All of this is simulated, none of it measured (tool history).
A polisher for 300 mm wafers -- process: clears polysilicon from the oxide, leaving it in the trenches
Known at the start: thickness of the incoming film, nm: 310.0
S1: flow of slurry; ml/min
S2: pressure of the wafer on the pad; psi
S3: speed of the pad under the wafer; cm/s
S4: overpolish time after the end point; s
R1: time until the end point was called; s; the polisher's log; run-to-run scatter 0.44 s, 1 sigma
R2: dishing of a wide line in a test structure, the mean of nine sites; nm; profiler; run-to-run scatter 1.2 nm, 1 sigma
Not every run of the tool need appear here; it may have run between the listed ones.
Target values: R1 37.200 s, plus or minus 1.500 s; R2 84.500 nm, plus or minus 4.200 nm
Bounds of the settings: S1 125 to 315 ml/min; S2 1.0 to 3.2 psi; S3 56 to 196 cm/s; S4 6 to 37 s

{"run": 1, "hour": 0.0, "S1": 205, "S2": 2.1, "S3": 126, "S4": 19, "R1": 28.009, "R2": 82.054}
{"run": 2, "hour": 5.9, "S1": 205, "S2": 1.8, "S3": 126, "S4": 19, "R1": 32.387, "R2": 81.113}
{"run": 3, "hour": 14.9, "S1": 205, "S2": 1.8, "S3": 138, "S4": 19, "R1": 29.71, "R2": 79.277}
{"run": 4, "hour": 22.2, "S1": 205, "S2": 1.8, "S3": 138, "S4": 16, "R1": 29.662, "R2": 79.016}
{"run": 5, "hour": 22.8, "S1": 205, "S2": 1.6, "S3": 138, "S4": 16, "R1": 32.671, "R2": 75.038}
{"run": 6, "hour": 28.8, "S1": 205, "S2": 1.6, "S3": 138, "S4": 13, "R1": 33.54, "R2": 69.14}
{"run": 7, "hour": 35.7, "S1": 205, "S2": 1.5, "S3": 138, "S4": 16, "R1": 36.226, "R2": 72.08}
{"run": 8, "hour": 39.6, "S1": 205, "S2": 1.5, "S3": 138, "S4": 18, "R1": 34.851, "R2": 77.314}
{"run": 9, "hour": 43.2, "S1": 205, "S2": 1.5, "S3": 138, "S4": 19, "R1": 35.207, "R2": 80.401}
{"run": 10, "hour": 48.1, "S1": 205, "S2": 1.5, "S3": 138, "S4": 20, "R1": 35.918, "R2": 79.097}
{"hour": 52.4, "done": "slurry nozzle cleaned"}
{"run": 11, "hour": 52.4, "S1": 205, "S2": 1.5, "S3": 138, "S4": 21, "R1": 35.381, "R2": 81.855}
{"run": 12, "hour": 55.4, "S1": 205, "S2": 1.5, "S3": 138, "S4": 22, "R1": 33.954, "R2": 80.927}
{"run": 13, "hour": 60.5, "S1": 205, "S2": 1.5, "S3": 138, "S4": 23, "R1": 35.011, "R2": 83.488}

Which single option among these 4 for the next run brings every result within its allowed miss of target? Just one does.
{"run": "A", "hour": 65.6, "S1": 245, "S2": 1.3, "S3": 126, "S4": 21, "R1": "?", "R2": "?"}
{"run": "B", "hour": 65.6, "S1": 275, "S2": 2.0, "S3": 100, "S4": 21, "R1": "?", "R2": "?"}
{"run": "C", "hour": 65.6, "S1": 310, "S2": 1.7, "S3": 110, "S4": 16, "R1": "?", "R2": "?"}
{"run": "D", "hour": 65.6, "S1": 175, "S2": 1.2, "S3": 160, "S4": 28, "R1": "?", "R2": "?"}

move=A R1=42.984 R2=75.165
move=B R1=35.180 R2=80.078
move=C R1=37.192 R2=71.588
move=D R1=37.930 R2=84.144
A: moves the result that the last run missed by most past its target, out the other side
B: nearer the targets than the last run, but a result is still out of spec
C: brings the result that was furthest off to its target, and leaves another outside
D: all results land within tolerance of their targets
The move that meets every target is D.
